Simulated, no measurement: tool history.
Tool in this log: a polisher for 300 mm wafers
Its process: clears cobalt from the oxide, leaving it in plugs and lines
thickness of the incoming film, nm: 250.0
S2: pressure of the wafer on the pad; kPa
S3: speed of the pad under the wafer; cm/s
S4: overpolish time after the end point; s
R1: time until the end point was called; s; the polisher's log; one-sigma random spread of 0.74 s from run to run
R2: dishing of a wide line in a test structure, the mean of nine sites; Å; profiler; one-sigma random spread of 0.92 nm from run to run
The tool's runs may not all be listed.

Run 1, day 0.000: flow of slurry (ml/min) 245, S2 12.4 kPa, S3 82 cm/s, S4 20 s. Result: R1 61.106 s, R2 380.01 Å.
Run 2, day 0.167: flow of slurry (ml/min) 245, S2 12.4 kPa, S3 70 cm/s, S4 20 s. Result: R1 70.454 s, R2 366.76 Å.
Run 3, day 0.296: flow of slurry (ml/min) 300, S2 12.4 kPa, S3 70 cm/s, S4 20 s. Result: R1 68.565 s, R2 357.42 Å.
Run 4, day 0.604: flow of slurry (ml/min) 300, S2 10.3 kPa, S3 70 cm/s, S4 20 s. Result: R1 81.563 s, R2 339.04 Å.
Run 5, day 0.667: flow of slurry (ml/min) 255, S2 10.3 kPa, S3 70 cm/s, S4 20 s. Result: R1 83.249 s, R2 332.34 Å.
Run 6, day 0.975: flow of slurry (ml/min) 280, S2 10.3 kPa, S3 70 cm/s, S4 20 s. Result: R1 81.553 s, R2 341.39 Å.

Forecast run 7:
Run 7, day 1.229: flow of slurry (ml/min) 280, S2 11.7 kPa, S3 72 cm/s, S4 22 s. Result: R1 ?, R2 ?.

{"run 7": {"R1": 70.6, "R2": 376.87}}
